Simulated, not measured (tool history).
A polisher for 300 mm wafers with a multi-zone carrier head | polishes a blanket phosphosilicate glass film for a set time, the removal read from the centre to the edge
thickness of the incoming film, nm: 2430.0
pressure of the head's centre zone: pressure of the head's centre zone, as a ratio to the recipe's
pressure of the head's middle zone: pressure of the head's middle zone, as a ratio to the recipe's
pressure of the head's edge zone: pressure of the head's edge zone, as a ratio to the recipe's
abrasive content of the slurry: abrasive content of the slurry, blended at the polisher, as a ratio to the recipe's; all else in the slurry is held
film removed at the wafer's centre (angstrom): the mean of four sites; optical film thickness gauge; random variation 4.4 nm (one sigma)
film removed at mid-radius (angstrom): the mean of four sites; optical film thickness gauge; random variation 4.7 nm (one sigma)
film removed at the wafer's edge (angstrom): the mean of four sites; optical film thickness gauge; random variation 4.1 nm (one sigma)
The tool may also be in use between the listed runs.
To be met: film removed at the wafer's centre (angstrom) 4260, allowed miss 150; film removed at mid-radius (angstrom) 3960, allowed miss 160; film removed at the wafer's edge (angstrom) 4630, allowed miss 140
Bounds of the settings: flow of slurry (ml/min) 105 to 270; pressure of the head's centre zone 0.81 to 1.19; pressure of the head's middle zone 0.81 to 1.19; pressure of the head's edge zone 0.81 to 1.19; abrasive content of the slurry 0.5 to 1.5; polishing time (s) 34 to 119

| run | day | flow of slurry (ml/min) | pressure of the head's centre zone | pressure of the head's middle zone | pressure of the head's edge zone | abrasive content of the slurry | polishing time (s) | film removed at the wafer's centre (angstrom) | film removed at mid-radius (angstrom) | film removed at the wafer's edge (angstrom) |
|---|---|---|---|---|---|---|---|---|---|---|
| 1 | 0 | 175 | 1 | 1 | 1 | 1 | 76 | 5010.2 | 4980.2 | 4976.6 |
| 2 | 0.308 | 170 | 0.99 | 0.97 | 1 | 1 | 76 | 4945.3 | 4902 | 4965.2 |
| 3 | 0.542 | 170 | 0.99 | 0.97 | 1.03 | 1 | 76 | 4929.4 | 4890.7 | 5009.4 |
| 4 | 0.579 | 165 | 0.98 | 0.95 | 1.04 | 1 | 76 | 4848.4 | 4745.8 | 4973.3 |
| 5 | 0.658 | 165 | 0.98 | 1 | 1.04 | 1 | 76 | 4895.6 | 5055.1 | 4996.4 |
| 6 | 0.788 | 190 | 0.98 | 1 | 1.04 | 1 | 76 | 4998.1 | 5043.2 | 5106.6 |
| 7 | 0.862 | 190 | 0.98 | 1 | 1.04 | 1 | 76 | 4963.6 | 5054.7 | 5009.7 |
| 8 | 1.158 | 140 | 0.91 | 0.9 | 1.02 | 0.9 | 76 | 4232.6 | 4176.8 | 4737.2 |
| 9 | 1.258 | 140 | 0.91 | 0.89 | 1.02 | 0.9 | 76 | 4211.8 | 4221.8 | 4680.4 |
| 10 | 1.35 | 140 | 0.91 | 0.88 | 1.02 | 0.9 | 76 | 4239.4 | 4143.2 | 4689.6 |
| 11 | 1.408 | 140 | 0.91 | 0.87 | 1.02 | 0.9 | 76 | 4213.5 | 4069.9 | 4662.9 |

Which of these 4 next moves meets every target?
| A | 1.467 | 150 | 0.9 | 0.92 | 1.03 | 0.8 | 81 | ? | ? | ? |
| B | 1.467 | 120 | 0.9 | 0.93 | 0.95 | 0.95 | 76 | ? | ? | ? |
| C | 1.467 | 105 | 0.98 | 0.88 | 1.09 | 1 | 72 | ? | ? | ? |
| D | 1.467 | 150 | 0.84 | 0.95 | 1 | 0.9 | 77 | ? | ? | ? |

| move | film removed at the wafer's centre (angstrom) | film removed at mid-radius (angstrom) | film removed at the wafer's edge (angstrom) |
|---|---|---|---|
| A | 4237.6 | 4363.2 | 4753.3 |
| B | 4163.3 | 4346.1 | 4557.1 |
| C | 4288.1 | 3935.5 | 4657 |
| D | 3988 | 4522.5 | 4724.6 |
A: further off than the last run
B: further off than the last run
C: meets every target
D: further off than the last run
Answer: C
